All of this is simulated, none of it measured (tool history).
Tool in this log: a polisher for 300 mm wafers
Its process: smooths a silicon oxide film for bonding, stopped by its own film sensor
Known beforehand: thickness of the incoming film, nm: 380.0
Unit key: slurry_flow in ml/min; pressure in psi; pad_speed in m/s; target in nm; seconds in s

run	hour	slurry_flow	pressure	pad_speed	slurry_solids	target	seconds
1	0.0	230	1.7	0.92	1.00	307	115.35
2	3.7	230	1.7	1.02	1.00	307	107.56
3	5.1	230	1.5	1.02	1.00	307	118.11
4	10.3	275	1.5	1.02	1.00	307	119.53
5	13.9	275	1.5	1.02	1.00	307	119.10
6	20.7	275	1.8	1.02	1.00	307	100.54
7	26.0	275	1.6	0.90	1.00	307	122.25
8	28.8	275	1.4	0.80	0.95	307	157.58

Run 9 is up next; what results do you expect?
9	35.0	275	1.3	0.74	0.95	307	?

Run 9 gave seconds 175.64 s.
